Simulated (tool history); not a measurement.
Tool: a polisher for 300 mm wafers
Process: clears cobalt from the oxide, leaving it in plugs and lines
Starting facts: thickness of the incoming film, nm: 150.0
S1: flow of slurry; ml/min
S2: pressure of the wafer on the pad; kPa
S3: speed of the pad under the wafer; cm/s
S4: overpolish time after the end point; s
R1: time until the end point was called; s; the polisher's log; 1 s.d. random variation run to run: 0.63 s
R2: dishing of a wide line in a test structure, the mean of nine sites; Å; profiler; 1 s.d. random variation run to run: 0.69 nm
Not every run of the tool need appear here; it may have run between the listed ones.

run,hour,S1,S2,S3,S4,R1,R2
1,0.0,190,9.0,102,23,44.851,457.50
2,4.0,190,9.0,102,25,44.636,480.55
3,12.5,150,9.0,102,25,47.481,474.50
4,14.1,150,9.0,102,21,46.936,424.43
5,15.1,145,9.0,102,24,47.420,448.44
6,18.6,150,9.0,102,26,47.036,485.31

The next listed run, before its measurement:
7,21.2,150,9.0,102,28,?,?

For run 7 the tool returned R1 46.203 s, R2 506.57 Å.
